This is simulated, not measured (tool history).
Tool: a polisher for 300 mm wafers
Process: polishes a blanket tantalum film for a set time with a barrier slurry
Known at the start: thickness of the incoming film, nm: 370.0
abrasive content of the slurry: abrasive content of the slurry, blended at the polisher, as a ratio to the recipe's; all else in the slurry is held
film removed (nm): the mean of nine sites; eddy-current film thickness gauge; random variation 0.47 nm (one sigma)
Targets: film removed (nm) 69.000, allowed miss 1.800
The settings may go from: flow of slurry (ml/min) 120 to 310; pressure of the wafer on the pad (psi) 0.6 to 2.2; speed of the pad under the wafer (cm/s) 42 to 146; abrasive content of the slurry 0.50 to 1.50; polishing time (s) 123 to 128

run  hour  flow of slurry (ml/min)  pressure of the wafer on the pad (psi)  speed of the pad under the wafer (cm/s)  abrasive content of the slurry  polishing time (s)  film removed (nm)
  1   0.0                      200                                     1.4                                       94                            1.00                 123            120.220
  2   2.9                      175                                     1.4                                       94                            1.00                 123            116.750
  3   9.1                      175                                     1.5                                       94                            1.00                 123            127.440
  4   9.9                      175                                     1.5                                       94                            1.00                 123            124.870
  5  16.3                      175                                     1.5                                       94                            1.00                 128            131.320
  6  17.5                      165                                     1.2                                       94                            1.00                 128            105.930
  7  23.3                      160                                     1.0                                       94                            1.00                 128             88.386
  8  32.2                      155                                     0.9                                       94                            1.00                 128             79.746
  9  35.5                      150                                     0.9                                       94                            1.00                 128             78.718
 10  40.3                      145                                     0.9                                       94                            1.00                 128             79.491
 11  46.8                      140                                     0.9                                       94                            1.00                 128             78.226
 12  48.8                      135                                     0.9                                       94                            1.00                 128             78.385
 13  52.0                      130                                     0.9                                       94                            1.00                 128             76.833

5 next moves are on the table. One of them brings every result within its allowed miss. Which?
  A  55.2                      180                                     0.7                                       94                            1.00                 128                  ?
  B  55.2                      120                                     0.8                                       90                            1.10                 123                  ?
  C  55.2                      180                                     1.0                                       74                            1.00                 123                  ?
  D  55.2                      155                                     0.8                                       84                            1.15                 123                  ?
  E  55.2                      125                                     0.8                                       86                            1.05                 128                  ?

move  film removed (nm)
   A             64.140
   B             63.881
   C             67.912
   D             63.558
   E             63.287
A: takes the result that was furthest off past its target
B: takes the result that was furthest off past its target
C: meets every target
D: takes the result that was furthest off past its target
E: takes the result that was furthest off past its target
The right move is C.
